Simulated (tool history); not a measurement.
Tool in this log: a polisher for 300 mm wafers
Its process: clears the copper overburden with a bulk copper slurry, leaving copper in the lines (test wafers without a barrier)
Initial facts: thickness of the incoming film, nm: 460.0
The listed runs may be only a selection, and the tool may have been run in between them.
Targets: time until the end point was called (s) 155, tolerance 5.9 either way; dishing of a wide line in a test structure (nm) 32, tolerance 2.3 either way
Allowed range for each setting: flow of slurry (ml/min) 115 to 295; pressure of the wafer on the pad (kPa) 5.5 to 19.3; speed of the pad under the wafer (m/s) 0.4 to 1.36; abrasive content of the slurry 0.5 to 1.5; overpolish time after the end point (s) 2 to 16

run    day  flow of slurry (ml/min)  pressure of the wafer on the pad (kPa)  speed of the pad under the wafer (m/s)  abrasive content of the slurry  overpolish time after the end point (s)  time until the end point was called (s)  dishing of a wide line in a test structure (nm)
  1      0                      190                                    12.4                                    0.88                               1                                        8                                   103.48                                           26.955
  2  0.158                      190                                    12.4                                    0.88                               1                                       10                                   101.42                                           33.727
  3  0.325                      190                                    12.4                                    0.78                               1                                       10                                   113.23                                           29.564
  4  0.417                      190                                    12.4                                       1                               1                                       10                                    92.08                                           35.484
  5  0.517                      190                                    12.4                                    1.14                               1                                       10                                   81.605                                           40.391
  6  0.667                      185                                    10.3                                    1.12                               1                                       11                                   98.134                                           36.793
  7  0.708                      180                                       9                                     1.1                               1                                       12                                   113.61                                           33.472
  8  1.075                      180                                       9                                     1.1                               1                                       12                                   114.26                                           34.572
  9  1.379                      175                                     8.3                                     1.1                               1                                       13                                   125.58                                           34.893
 10  1.654                      150                                     6.2                                     1.1                               1                                       14                                   167.71                                           28.225

5 next moves are on the table. One of them brings every result within its allowed miss. Which?
  A  1.929                      135                                     8.3                                       1                             0.9                                       15                                        ?                                                ?
  B  1.929                      160                                     5.5                                    1.24                            0.95                                       16                                        ?                                                ?
  C  1.929                      160                                     6.9                                    1.16                               1                                       10                                        ?                                                ?
  D  1.929                      130                                     5.5                                    1.32                             1.2                                       12                                        ?                                                ?
  E  1.929                      175                                     6.9                                    1.02                             1.2                                       15                                        ?                                                ?

move  time until the end point was called (s)  dishing of a wide line in a test structure (nm)
   A                                   145.73                                           34.911
   B                                   168.46                                           31.548
   C                                   143.89                                           24.571
   D                                   155.55                                           26.503
   E                                    154.4                                           32.768
A: the result that was furthest off in the last run now lies on the other side of its target
B: moves away from the targets compared with the last run
C: the result that was furthest off in the last run now lies on the other side of its target
D: gets the furthest-off result to its target, but another result is out of tolerance
E: all results in spec
Go with E: it meets all targets.
